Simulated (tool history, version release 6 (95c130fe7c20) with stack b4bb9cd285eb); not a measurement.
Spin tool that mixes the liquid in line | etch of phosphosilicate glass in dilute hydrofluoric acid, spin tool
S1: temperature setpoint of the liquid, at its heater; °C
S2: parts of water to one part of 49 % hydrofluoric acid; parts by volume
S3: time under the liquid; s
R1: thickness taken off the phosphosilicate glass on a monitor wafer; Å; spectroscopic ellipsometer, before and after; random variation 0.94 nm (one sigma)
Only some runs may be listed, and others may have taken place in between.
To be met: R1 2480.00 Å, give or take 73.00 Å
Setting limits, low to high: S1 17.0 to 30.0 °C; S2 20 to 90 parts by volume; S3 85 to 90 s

run 1 hour=0.0 | S1=22.0 S2=50 S3=85 | R1=988.99
run 2 hour=1.6 | S1=22.0 S2=50 S3=90 | R1=1054.70
run 3 hour=3.3 | S1=22.0 S2=65 S3=90 | R1=793.24
run 4 hour=6.3 | S1=24.0 S2=55 S3=90 | R1=1039.30
run 5 hour=14.6 | S1=25.5 S2=45 S3=90 | R1=1368.70
run 6 hour=23.2 | S1=26.5 S2=40 S3=90 | R1=1608.10
run 7 hour=28.3 | S1=30.0 S2=25 S3=90 | R1=3020.50
run 8 hour=36.0 | S1=29.0 S2=25 S3=90 | R1=2892.80
run 9 hour=42.3 | S1=28.5 S2=25 S3=90 | R1=2861.20
run 10 hour=46.2 | S1=28.0 S2=25 S3=90 | R1=2778.90
run 11 hour=49.0 | S1=27.5 S2=25 S3=90 | R1=2735.60
run 12 hour=52.7 | S1=27.0 S2=25 S3=90 | R1=2693.30
run 13 hour=58.4 | S1=26.5 S2=25 S3=90 | R1=2636.60
run 14 hour=64.2 | S1=26.0 S2=25 S3=90 | R1=2580.90

Exactly one of the 4 candidate moves below puts every result within its allowed miss. Which one?
run A hour=70.0 | S1=26.5 S2=25 S3=90 | R1=?
run B hour=70.0 | S1=28.5 S2=25 S3=85 | R1=?
run C hour=70.0 | S1=25.0 S2=25 S3=90 | R1=?
run D hour=70.0 | S1=29.0 S2=30 S3=85 | R1=?

move=A R1=2649.90
move=B R1=2716.50
move=C R1=2490.00
move=D R1=2292.30
A: its largest miss is bigger than the last run's
B: its largest miss is bigger than the last run's
C: meets every target
D: pushes the last run's worst result past its target
C meets every target.

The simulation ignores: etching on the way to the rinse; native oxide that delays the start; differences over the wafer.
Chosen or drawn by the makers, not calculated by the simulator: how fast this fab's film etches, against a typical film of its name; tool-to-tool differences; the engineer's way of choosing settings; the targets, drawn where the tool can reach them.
